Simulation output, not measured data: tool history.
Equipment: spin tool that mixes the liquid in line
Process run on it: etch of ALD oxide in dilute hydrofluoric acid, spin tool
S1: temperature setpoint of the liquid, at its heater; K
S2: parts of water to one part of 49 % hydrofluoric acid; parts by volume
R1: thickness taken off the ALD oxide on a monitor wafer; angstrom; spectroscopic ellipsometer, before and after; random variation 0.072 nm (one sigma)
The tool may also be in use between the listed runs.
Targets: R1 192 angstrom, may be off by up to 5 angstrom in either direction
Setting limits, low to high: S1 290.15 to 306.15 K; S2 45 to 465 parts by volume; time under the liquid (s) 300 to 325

{"run": 1, "hour": 0.0, "S1": 298.15, "S2": 255, "time under the liquid (s)": 300, "R1": 131.12}
{"run": 2, "hour": 6.0, "S1": 299.15, "S2": 250, "time under the liquid (s)": 300, "R1": 138.82}
{"run": 3, "hour": 11.3, "S1": 299.15, "S2": 250, "time under the liquid (s)": 325, "R1": 150.34}
{"run": 4, "hour": 18.0, "S1": 299.65, "S2": 245, "time under the liquid (s)": 325, "R1": 156.66}
{"run": 5, "hour": 19.8, "S1": 300.15, "S2": 240, "time under the liquid (s)": 325, "R1": 164.19}
{"run": 6, "hour": 28.5, "S1": 300.65, "S2": 240, "time under the liquid (s)": 325, "R1": 166.38}
{"run": 7, "hour": 31.5, "S1": 301.15, "S2": 240, "time under the liquid (s)": 325, "R1": 171.09}
{"run": 8, "hour": 33.3, "S1": 301.65, "S2": 240, "time under the liquid (s)": 325, "R1": 173.04}
{"run": 9, "hour": 34.8, "S1": 302.15, "S2": 240, "time under the liquid (s)": 325, "R1": 175.74}
{"run": 10, "hour": 37.0, "S1": 302.65, "S2": 240, "time under the liquid (s)": 325, "R1": 179.05}
{"run": 11, "hour": 44.7, "S1": 302.65, "S2": 240, "time under the liquid (s)": 325, "R1": 178.57}
{"run": 12, "hour": 51.5, "S1": 303.15, "S2": 240, "time under the liquid (s)": 325, "R1": 181.77}

Which of these 5 next moves meets every target?
{"run": "A", "hour": 58.3, "S1": 298.15, "S2": 210, "time under the liquid (s)": 305, "R1": "?"}
{"run": "B", "hour": 58.3, "S1": 301.15, "S2": 205, "time under the liquid (s)": 300, "R1": "?"}
{"run": "C", "hour": 58.3, "S1": 304.15, "S2": 220, "time under the liquid (s)": 315, "R1": "?"}
{"run": "D", "hour": 58.3, "S1": 303.15, "S2": 245, "time under the liquid (s)": 315, "R1": "?"}
{"run": "E", "hour": 58.3, "S1": 304.15, "S2": 265, "time under the liquid (s)": 325, "R1": "?"}

move=A R1=170.45
move=B R1=192.28
move=C R1=204.89
move=D R1=172.69
move=E R1=166.33
A: moves away from the targets compared with the last run
B: meets every target
C: pushes the last run's worst result past its target
D: moves away from the targets compared with the last run
E: moves away from the targets compared with the last run
So the answer is move B, the one that meets all the targets.
